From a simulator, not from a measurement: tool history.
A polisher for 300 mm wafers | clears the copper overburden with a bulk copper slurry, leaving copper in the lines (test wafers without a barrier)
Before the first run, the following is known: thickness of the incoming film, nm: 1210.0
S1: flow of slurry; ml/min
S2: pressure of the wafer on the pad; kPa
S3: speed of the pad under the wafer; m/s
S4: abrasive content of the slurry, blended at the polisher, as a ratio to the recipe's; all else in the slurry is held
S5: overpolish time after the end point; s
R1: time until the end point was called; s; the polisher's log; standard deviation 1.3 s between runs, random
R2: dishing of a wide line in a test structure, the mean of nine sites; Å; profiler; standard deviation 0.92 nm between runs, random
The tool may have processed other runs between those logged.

run,hour,S1,S2,S3,S4,S5,R1,R2
1,0,135,24.1,1.22,1,16,82.128,826.34
2,4.3,165,24.1,1.22,1,16,77.476,847.81
3,10.3,165,27.6,1.22,1,16,67.275,883.98
4,14.9,190,27.6,1.22,1,16,66.082,888.2
5,22.6,190,27.6,1.22,1,23,66.358,976.42
6,23.3,195,24.1,1.26,1,19,74.907,924.51
7,25.2,170,26.2,1.1,0.9,16,77.894,864.94
8,34,150,24.8,1.12,1.05,13,80.269,776.48
9,41.4,135,24.8,1.02,1.15,11,90.063,718
# hour 48: slurry nozzle cleaned
10,48,120,23.4,1.08,1.25,10,84.012,651.83
11,49.7,110,20.7,1.12,1.3,9,94.719,607.74
12,53.8,105,18.6,1.2,1.35,8,98.242,528.47
13,61.3,100,17.2,1.28,1.4,7,102.47,468.23
14,63.1,100,16.5,1.34,1.4,7,101.34,444.86
15,63.7,100,15.9,1.38,1.4,7,104.07,454.82
16,70.4,95,15.2,1.44,1.4,7,104.32,468.02
17,75.3,105,14.5,1.46,1.4,7,109.28,460.04
18,80.3,100,14.5,1.52,1.4,7,103.83,447.14
19,85.8,95,13.8,1.56,1.4,7,111.42,460.69
20,89.8,110,13.8,1.52,1.4,7,108.51,464.84
21,91.4,105,13.8,1.56,1.4,7,104.91,457.32
22,99.7,100,13.8,1.6,1.4,7,105.81,453.89
23,107.8,95,13.8,1.66,1.4,7,104.15,452.58
24,115,90,13.1,1.72,1.4,7,107.56,458.72
25,120.2,100,12.4,1.72,1.4,7,108.1,430.91

Run 26 is up next; what results do you expect?
26,124.3,105,12.4,1.76,1.4,7,?,?

For run 26 the tool returned R1 105.81 s, R2 445.75 Å.
